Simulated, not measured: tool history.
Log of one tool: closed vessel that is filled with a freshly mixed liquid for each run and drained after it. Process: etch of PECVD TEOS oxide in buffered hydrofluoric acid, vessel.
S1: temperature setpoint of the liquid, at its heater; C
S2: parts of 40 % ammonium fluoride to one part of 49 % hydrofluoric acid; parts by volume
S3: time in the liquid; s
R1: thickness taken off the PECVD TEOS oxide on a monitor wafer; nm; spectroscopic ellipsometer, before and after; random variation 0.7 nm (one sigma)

run  hour    S1    S2   S3      R1
  1   0.0  24.0  22.5  105  57.314
  2   2.4  24.0  28.0  105  49.441
  3   9.2  24.0  28.0  110  51.981
  4  12.2  24.0  22.5  110  61.282
  5  13.7  21.5  22.5  110  51.872
  6  22.0  23.0  22.5  110  58.404
  7  28.9  24.0  22.5  110  61.567

The next listed run, before its measurement:
  8  29.6  24.5  22.5  110   ?

{"run 8": {"R1": 63.279}}
